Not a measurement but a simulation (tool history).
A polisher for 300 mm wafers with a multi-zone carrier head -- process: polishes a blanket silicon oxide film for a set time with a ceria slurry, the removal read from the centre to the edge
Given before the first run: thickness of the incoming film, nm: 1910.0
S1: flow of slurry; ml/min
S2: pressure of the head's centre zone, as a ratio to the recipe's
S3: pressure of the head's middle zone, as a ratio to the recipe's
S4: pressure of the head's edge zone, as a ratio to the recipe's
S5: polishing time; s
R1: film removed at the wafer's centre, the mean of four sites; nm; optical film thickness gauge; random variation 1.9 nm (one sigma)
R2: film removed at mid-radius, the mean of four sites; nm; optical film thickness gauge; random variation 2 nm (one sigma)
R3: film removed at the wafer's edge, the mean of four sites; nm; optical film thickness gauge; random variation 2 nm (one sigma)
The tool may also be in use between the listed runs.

{"run": 1, "hour": 0.0, "S1": 195, "S2": 1, "S3": 1, "S4": 1, "S5": 86, "R1": 192.93, "R2": 196.42, "R3": 195.45}
{"run": 2, "hour": 5.4, "S1": 195, "S2": 1.07, "S3": 1, "S4": 1, "S5": 86, "R1": 208.07, "R2": 194.14, "R3": 199.73}
{"run": 3, "hour": 9.2, "S1": 195, "S2": 1.07, "S3": 1, "S4": 0.97, "S5": 86, "R1": 210.76, "R2": 193.08, "R3": 200.09}
{"run": 4, "hour": 12.9, "S1": 195, "S2": 1.07, "S3": 1.08, "S4": 0.97, "S5": 86, "R1": 209.56, "R2": 207.73, "R3": 197.59}
{"run": 5, "hour": 14.4, "S1": 195, "S2": 1.03, "S3": 1.08, "S4": 0.97, "S5": 86, "R1": 202.83, "R2": 205.58, "R3": 192.72}
{"run": 6, "hour": 22.1, "S1": 215, "S2": 1.05, "S3": 1.08, "S4": 1.03, "S5": 87, "R1": 210.2, "R2": 209.39, "R3": 204.9}

Predict the results of run 7:
{"run": 7, "hour": 26.7, "S1": 215, "S2": 1.05, "S3": 1.08, "S4": 1.03, "S5": 87, "R1": "?", "R2": "?", "R3": "?"}

Run 7 yielded R1 210.4 nm, R2 209.7 nm, R3 205.89 nm.

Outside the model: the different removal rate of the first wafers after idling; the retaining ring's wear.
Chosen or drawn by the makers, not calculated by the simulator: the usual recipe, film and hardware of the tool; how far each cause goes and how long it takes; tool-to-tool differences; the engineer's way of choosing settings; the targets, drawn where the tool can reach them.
